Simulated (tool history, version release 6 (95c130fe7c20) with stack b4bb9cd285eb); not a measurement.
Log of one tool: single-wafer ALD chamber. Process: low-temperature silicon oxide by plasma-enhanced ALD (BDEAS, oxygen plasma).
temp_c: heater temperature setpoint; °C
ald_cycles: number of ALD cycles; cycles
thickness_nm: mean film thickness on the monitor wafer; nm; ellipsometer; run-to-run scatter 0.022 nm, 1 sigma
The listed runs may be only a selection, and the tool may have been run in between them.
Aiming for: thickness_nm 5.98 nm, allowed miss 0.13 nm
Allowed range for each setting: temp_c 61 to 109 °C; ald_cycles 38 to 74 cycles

{"run": 1, "hour": 0.0, "temp_c": 85, "ald_cycles": 56, "thickness_nm": 7.8373}
{"run": 2, "hour": 6.3, "temp_c": 88, "ald_cycles": 53, "thickness_nm": 7.3185}
{"run": 3, "hour": 11.1, "temp_c": 91, "ald_cycles": 51, "thickness_nm": 7.0101}
{"run": 4, "hour": 16.8, "temp_c": 91, "ald_cycles": 56, "thickness_nm": 7.699}
{"run": 5, "hour": 19.3, "temp_c": 93, "ald_cycles": 54, "thickness_nm": 7.3751}
{"run": 6, "hour": 25.0, "temp_c": 93, "ald_cycles": 46, "thickness_nm": 6.2412}
{"run": 7, "hour": 30.0, "temp_c": 94, "ald_cycles": 46, "thickness_nm": 6.2282}
{"run": 8, "hour": 30.6, "temp_c": 95, "ald_cycles": 46, "thickness_nm": 6.2422}
{"run": 9, "hour": 31.2, "temp_c": 96, "ald_cycles": 46, "thickness_nm": 6.2118}
{"run": 10, "hour": 35.3, "temp_c": 97, "ald_cycles": 46, "thickness_nm": 6.2131}
{"run": 11, "hour": 37.1, "temp_c": 97, "ald_cycles": 46, "thickness_nm": 6.2217}

5 next moves are on the table. One of them brings every result within its allowed miss. Which?
{"run": "A", "hour": 38.9, "temp_c": 87, "ald_cycles": 43, "thickness_nm": "?"}
{"run": "B", "hour": 38.9, "temp_c": 90, "ald_cycles": 47, "thickness_nm": "?"}
{"run": "C", "hour": 38.9, "temp_c": 101, "ald_cycles": 48, "thickness_nm": "?"}
{"run": "D", "hour": 38.9, "temp_c": 92, "ald_cycles": 46, "thickness_nm": "?"}
{"run": "E", "hour": 38.9, "temp_c": 107, "ald_cycles": 50, "thickness_nm": "?"}

move=A thickness_nm=5.965
move=B thickness_nm=6.4507
move=C thickness_nm=6.4068
move=D thickness_nm=6.2683
move=E thickness_nm=6.6002
A: in spec on every target
B: lands further from the targets than the last run did
C: lands further from the targets than the last run did
D: lands further from the targets than the last run did
E: lands further from the targets than the last run did
The move that meets every target is A.
